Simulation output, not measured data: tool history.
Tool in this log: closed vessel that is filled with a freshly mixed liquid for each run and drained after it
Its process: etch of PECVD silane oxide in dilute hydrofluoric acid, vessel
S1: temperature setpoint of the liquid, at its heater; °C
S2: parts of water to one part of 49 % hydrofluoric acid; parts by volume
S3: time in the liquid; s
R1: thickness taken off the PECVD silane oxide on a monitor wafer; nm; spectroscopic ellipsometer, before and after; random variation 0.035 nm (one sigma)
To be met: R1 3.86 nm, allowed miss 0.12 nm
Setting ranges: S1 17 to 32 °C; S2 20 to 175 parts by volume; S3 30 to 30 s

Run 1, hour 0: S1 24 °C, S2 95 parts by volume, S3 30 s. Result: R1 6.6764 nm.
Run 2, hour 4.9: S1 22.5 °C, S2 100 parts by volume, S3 30 s. Result: R1 5.9282 nm.
Run 3, hour 6.3: S1 22.5 °C, S2 80 parts by volume, S3 30 s. Result: R1 7.4823 nm.
Run 4, hour 14: S1 21.5 °C, S2 90 parts by volume, S3 30 s. Result: R1 6.2951 nm.
Run 5, hour 21.4: S1 21.5 °C, S2 120 parts by volume, S3 30 s. Result: R1 4.6261 nm.
Run 6, hour 22.8: S1 21.5 °C, S2 155 parts by volume, S3 30 s. Result: R1 3.4033 nm.
Run 7, hour 24.9: S1 22 °C, S2 155 parts by volume, S3 30 s. Result: R1 3.5207 nm.
Run 8, hour 29.1: S1 22.5 °C, S2 155 parts by volume, S3 30 s. Result: R1 3.5366 nm.
Run 9, hour 35.1: S1 23 °C, S2 155 parts by volume, S3 30 s. Result: R1 3.5928 nm.

4 candidate next runs follow, results not yet known. Just one meets every target within its allowed miss. Identify it.
Run A, hour 41.1: S1 20.5 °C, S2 135 parts by volume, S3 30 s. Result: R1 ?.
Run B, hour 41.1: S1 21.5 °C, S2 155 parts by volume, S3 30 s. Result: R1 ?.
Run C, hour 41.1: S1 26.5 °C, S2 175 parts by volume, S3 30 s. Result: R1 ?.
Run D, hour 41.1: S1 25.5 °C, S2 175 parts by volume, S3 30 s. Result: R1 ?.

move      R1
   A  3.8771
   B  3.4384
   C   3.598
   D  3.4681
A: meets every target
B: misses by more than the last run did
C: about as far from the targets as the last run
D: misses by more than the last run did
The move that meets every target is A.

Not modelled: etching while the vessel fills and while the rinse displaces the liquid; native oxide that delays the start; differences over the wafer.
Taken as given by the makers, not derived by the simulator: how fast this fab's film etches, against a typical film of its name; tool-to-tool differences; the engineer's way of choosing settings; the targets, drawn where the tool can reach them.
